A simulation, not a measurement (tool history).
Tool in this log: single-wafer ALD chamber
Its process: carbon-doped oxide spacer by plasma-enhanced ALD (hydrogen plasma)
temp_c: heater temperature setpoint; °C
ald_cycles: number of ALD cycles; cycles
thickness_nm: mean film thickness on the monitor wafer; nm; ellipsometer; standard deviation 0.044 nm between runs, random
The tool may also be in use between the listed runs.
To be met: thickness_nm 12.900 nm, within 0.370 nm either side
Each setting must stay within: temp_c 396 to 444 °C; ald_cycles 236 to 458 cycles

Run 1, hour 0.0: temp_c 420 °C, ald_cycles 347 cycles. Result: thickness_nm 15.845 nm.
Run 2, hour 4.4: temp_c 421 °C, ald_cycles 338 cycles. Result: thickness_nm 15.378 nm.
Run 3, hour 12.1: temp_c 421 °C, ald_cycles 370 cycles. Result: thickness_nm 16.769 nm.
Run 4, hour 16.0: temp_c 429 °C, ald_cycles 370 cycles. Result: thickness_nm 16.495 nm.
Run 5, hour 17.1: temp_c 439 °C, ald_cycles 370 cycles. Result: thickness_nm 16.022 nm.
Run 6, hour 22.4: temp_c 444 °C, ald_cycles 370 cycles. Result: thickness_nm 15.883 nm.
Run 7, hour 27.0: temp_c 444 °C, ald_cycles 360 cycles. Result: thickness_nm 15.381 nm.
Run 8, hour 28.8: temp_c 444 °C, ald_cycles 351 cycles. Result: thickness_nm 14.956 nm.
Run 9, hour 32.0: temp_c 444 °C, ald_cycles 344 cycles. Result: thickness_nm 14.609 nm.
Run 10, hour 37.1: temp_c 444 °C, ald_cycles 338 cycles. Result: thickness_nm 14.428 nm.
Run 11, hour 44.0: temp_c 444 °C, ald_cycles 333 cycles. Result: thickness_nm 14.263 nm.
Run 12, hour 50.0: temp_c 444 °C, ald_cycles 333 cycles. Result: thickness_nm 14.100 nm.
Run 13, hour 55.0: temp_c 444 °C, ald_cycles 329 cycles. Result: thickness_nm 14.013 nm.
Run 14, hour 64.0: temp_c 444 °C, ald_cycles 325 cycles. Result: thickness_nm 13.869 nm.
Run 15, hour 66.8: temp_c 444 °C, ald_cycles 321 cycles. Result: thickness_nm 13.660 nm.
Run 16, hour 67.4: temp_c 444 °C, ald_cycles 318 cycles. Result: thickness_nm 13.455 nm.
Run 17, hour 71.6: temp_c 444 °C, ald_cycles 316 cycles. Result: thickness_nm 13.484 nm.
Run 18, hour 72.5: temp_c 444 °C, ald_cycles 314 cycles. Result: thickness_nm 13.441 nm.
Run 19, hour 77.4: temp_c 444 °C, ald_cycles 312 cycles. Result: thickness_nm 13.309 nm.

Consider the 4 candidate settings below. Which is the only one whose results all fall within their allowed miss of target?
Run A, hour 82.3: temp_c 432 °C, ald_cycles 326 cycles. Result: thickness_nm ?.
Run B, hour 82.3: temp_c 444 °C, ald_cycles 279 cycles. Result: thickness_nm ?.
Run C, hour 82.3: temp_c 442 °C, ald_cycles 301 cycles. Result: thickness_nm ?.
Run D, hour 82.3: temp_c 443 °C, ald_cycles 331 cycles. Result: thickness_nm ?.

move  thickness_nm
   A        14.433
   B        11.927
   C        12.944
   D        14.192
A: moves away from the targets compared with the last run
B: carries the result that was furthest off beyond its target, to the other side
C: every result lands within tolerance
D: moves away from the targets compared with the last run
C meets every target.
